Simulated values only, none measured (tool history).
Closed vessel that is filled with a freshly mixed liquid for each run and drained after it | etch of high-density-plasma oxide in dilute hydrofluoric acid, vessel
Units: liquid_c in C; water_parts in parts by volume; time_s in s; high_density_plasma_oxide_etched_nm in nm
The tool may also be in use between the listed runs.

| run | hour | liquid_c | water_parts | time_s | high_density_plasma_oxide_etched_nm |
|---|---|---|---|---|---|
| 1 | 0.0 | 22.0 | 170 | 2610 | 68.626 |
| 2 | 5.3 | 23.5 | 160 | 2610 | 78.583 |
| 3 | 14.6 | 23.5 | 160 | 2815 | 85.078 |
| 4 | 18.0 | 23.5 | 110 | 2815 | 131.230 |
| 5 | 25.5 | 23.0 | 110 | 2815 | 126.740 |
| 6 | 32.5 | 23.0 | 55 | 2815 | 275.280 |
| 7 | 36.1 | 22.5 | 70 | 2815 | 205.060 |

Run 8 comes next. What will it give?
| 8 | 37.6 | 21.5 | 75 | 2815 | ? |

{"run 8": {"high_density_plasma_oxide_etched_nm": 181.95}}
